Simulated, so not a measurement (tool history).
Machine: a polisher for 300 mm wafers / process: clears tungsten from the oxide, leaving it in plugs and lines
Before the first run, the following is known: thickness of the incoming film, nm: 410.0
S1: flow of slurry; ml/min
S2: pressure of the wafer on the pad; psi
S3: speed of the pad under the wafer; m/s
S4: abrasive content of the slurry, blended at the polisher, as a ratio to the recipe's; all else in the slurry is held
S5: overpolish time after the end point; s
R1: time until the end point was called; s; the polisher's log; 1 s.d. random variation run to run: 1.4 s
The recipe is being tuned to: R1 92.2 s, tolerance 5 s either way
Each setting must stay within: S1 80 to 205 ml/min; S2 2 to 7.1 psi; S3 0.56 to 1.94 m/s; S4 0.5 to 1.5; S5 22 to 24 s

run	hour	S1	S2	S3	S4	S5	R1
1	0	135	4.5	1.24	1	22	60.312
2	2	135	4.5	1.24	1	24	60.789
3	7.8	145	4.5	1.24	1	24	58.619
4	9.7	140	4.2	1.24	1	24	64.126
5	14.4	135	3.9	1.24	1	24	69.346
6	23.3	125	3.9	1.24	1	24	71.059
7	23.9	120	3.7	1.24	1	24	76.941
8	27.5	115	3.6	1.24	1	24	77.734
# hour 33.1: worn pad replaced by a new one
9	33.1	115	3.5	1.24	1	24	73.539
10	38.5	115	3.3	1.24	1	24	78.916
11	43.3	115	2.6	1.22	1	24	99.679

Below are 5 possible settings for the next run. Only one of them brings all results inside the allowed miss of their targets. Which is it?
A	48.1	80	3	1.28	0.9	24	?
B	48.1	105	2.6	1.18	0.95	24	?
C	48.1	135	2.6	1.22	0.55	22	?
D	48.1	110	2.3	1.32	0.95	24	?
E	48.1	110	2.5	1.08	0.9	24	?

move	R1
A	93.711
B	107.13
C	107.22
D	106.75
E	120.96
A: meets every target
B: misses by more than the last run did
C: misses by more than the last run did
D: misses by more than the last run did
E: misses by more than the last run did
Go with A: it meets all targets.
